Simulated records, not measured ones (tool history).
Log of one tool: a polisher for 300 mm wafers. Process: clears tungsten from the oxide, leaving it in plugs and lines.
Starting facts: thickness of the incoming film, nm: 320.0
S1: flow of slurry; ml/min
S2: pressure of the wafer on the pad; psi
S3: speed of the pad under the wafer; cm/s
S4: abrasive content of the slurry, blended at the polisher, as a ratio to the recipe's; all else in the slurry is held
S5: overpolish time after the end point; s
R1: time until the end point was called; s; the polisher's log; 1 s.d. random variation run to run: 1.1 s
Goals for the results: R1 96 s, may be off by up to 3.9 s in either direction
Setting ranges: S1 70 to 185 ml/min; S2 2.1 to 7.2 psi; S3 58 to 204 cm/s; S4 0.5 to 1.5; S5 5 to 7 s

run,day,S1,S2,S3,S4,S5,R1
1,0,120,4.6,130,1,7,52.853
2,0.288,135,4.6,130,1,7,52.222
3,0.642,135,3.9,128,1,7,60.048
4,0.929,130,3.4,124,1,7,73.161
5,1.004,155,3.4,124,1,7,71.436
6,1.242,155,3.4,124,1,5,71.07
7,1.35,155,3.1,124,1,5,77.719
8,1.475,155,2.9,124,1,5,81.689
9,1.562,155,2.7,124,1,5,88.895

Exercise: of the 5 proposed moves below, exactly one satisfies all targets within the stated allowed misses. Which move is it?
A,1.65,135,2.7,180,0.5,7,?
B,1.65,165,3.2,106,0.85,7,?
C,1.65,170,2.7,120,0.85,5,?
D,1.65,170,2.7,112,1.15,5,?
E,1.65,185,2.9,122,0.85,7,?

move,R1
A,83.477
B,89.792
C,96.474
D,90.901
E,88.149
A: lands further from the targets than the last run did
B: moves toward the targets from the last run without getting all of them in spec
C: every result lands within tolerance
D: moves toward the targets from the last run without getting all of them in spec
E: lands further from the targets than the last run did
C meets every target.
